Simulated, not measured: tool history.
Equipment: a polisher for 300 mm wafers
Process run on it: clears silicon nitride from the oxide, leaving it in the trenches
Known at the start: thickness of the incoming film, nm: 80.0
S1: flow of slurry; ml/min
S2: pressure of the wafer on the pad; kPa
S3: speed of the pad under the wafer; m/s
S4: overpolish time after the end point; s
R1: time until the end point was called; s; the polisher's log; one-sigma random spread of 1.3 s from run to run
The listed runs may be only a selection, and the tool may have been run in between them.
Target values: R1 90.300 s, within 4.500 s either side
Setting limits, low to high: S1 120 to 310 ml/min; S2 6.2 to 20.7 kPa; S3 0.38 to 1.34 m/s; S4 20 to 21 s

{"run": 1, "hour": 0.0, "S1": 200, "S2": 13.1, "S3": 0.86, "S4": 20, "R1": 152.59}
{"run": 2, "hour": 2.0, "S1": 200, "S2": 13.1, "S3": 0.86, "S4": 21, "R1": 147.32}
{"run": 3, "hour": 6.7, "S1": 200, "S2": 13.1, "S3": 0.86, "S4": 21, "R1": 149.51}
{"run": 4, "hour": 9.3, "S1": 200, "S2": 13.1, "S3": 0.86, "S4": 21, "R1": 152.33}
{"run": 5, "hour": 10.7, "S1": 200, "S2": 13.1, "S3": 0.86, "S4": 21, "R1": 145.67}
{"run": 6, "hour": 18.9, "S1": 200, "S2": 13.1, "S3": 0.96, "S4": 21, "R1": 135.38}
{"run": 7, "hour": 25.8, "S1": 200, "S2": 13.8, "S3": 0.96, "S4": 21, "R1": 126.81}
{"run": 8, "hour": 31.0, "S1": 200, "S2": 14.5, "S3": 0.96, "S4": 21, "R1": 121.69}
{"run": 9, "hour": 38.0, "S1": 200, "S2": 15.2, "S3": 0.96, "S4": 21, "R1": 116.42}
{"run": 10, "hour": 40.7, "S1": 200, "S2": 15.9, "S3": 0.96, "S4": 21, "R1": 113.87}

Which one of the following 5 next-run settings gets every result inside its allowed miss? There is exactly one.
{"run": "A", "hour": 43.4, "S1": 185, "S2": 17.2, "S3": 0.92, "S4": 20, "R1": "?"}
{"run": "B", "hour": 43.4, "S1": 185, "S2": 17.2, "S3": 1.0, "S4": 21, "R1": "?"}
{"run": "C", "hour": 43.4, "S1": 205, "S2": 17.2, "S3": 0.98, "S4": 21, "R1": "?"}
{"run": "D", "hour": 43.4, "S1": 205, "S2": 15.2, "S3": 1.06, "S4": 20, "R1": "?"}
{"run": "E", "hour": 43.4, "S1": 225, "S2": 15.2, "S3": 1.2, "S4": 21, "R1": "?"}

move=A R1=109.890
move=B R1=101.330
move=C R1=101.870
move=D R1=106.900
move=E R1=93.589
A: gains on the last run, yet a result remains outside its allowed miss
B: gains on the last run, yet a result remains outside its allowed miss
C: gains on the last run, yet a result remains outside its allowed miss
D: gains on the last run, yet a result remains outside its allowed miss
E: in spec on every target
Go with E: it meets all targets.
